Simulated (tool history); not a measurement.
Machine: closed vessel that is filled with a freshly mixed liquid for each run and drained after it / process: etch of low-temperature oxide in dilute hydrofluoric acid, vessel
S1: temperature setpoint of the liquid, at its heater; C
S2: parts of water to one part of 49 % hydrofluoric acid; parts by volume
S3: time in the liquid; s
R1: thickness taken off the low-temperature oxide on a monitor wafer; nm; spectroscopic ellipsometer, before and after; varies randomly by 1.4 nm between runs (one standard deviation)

| run | hour | S1 | S2 | S3 | R1 |
|---|---|---|---|---|---|
| 1 | 0 | 26 | 155 | 275 | 42.447 |
| 2 | 1.2 | 26 | 155 | 275 | 42.608 |
| 3 | 4.6 | 26 | 155 | 295 | 45.479 |
| 4 | 12.6 | 26 | 155 | 295 | 45.098 |
| 5 | 15.4 | 24 | 155 | 295 | 42.826 |
| 6 | 21.5 | 26 | 130 | 295 | 55.411 |
| 7 | 29 | 27.5 | 110 | 295 | 71.707 |

Expected results for the next run?
| 8 | 32.8 | 29 | 95 | 295 | ? |

R1: 89.575 nm

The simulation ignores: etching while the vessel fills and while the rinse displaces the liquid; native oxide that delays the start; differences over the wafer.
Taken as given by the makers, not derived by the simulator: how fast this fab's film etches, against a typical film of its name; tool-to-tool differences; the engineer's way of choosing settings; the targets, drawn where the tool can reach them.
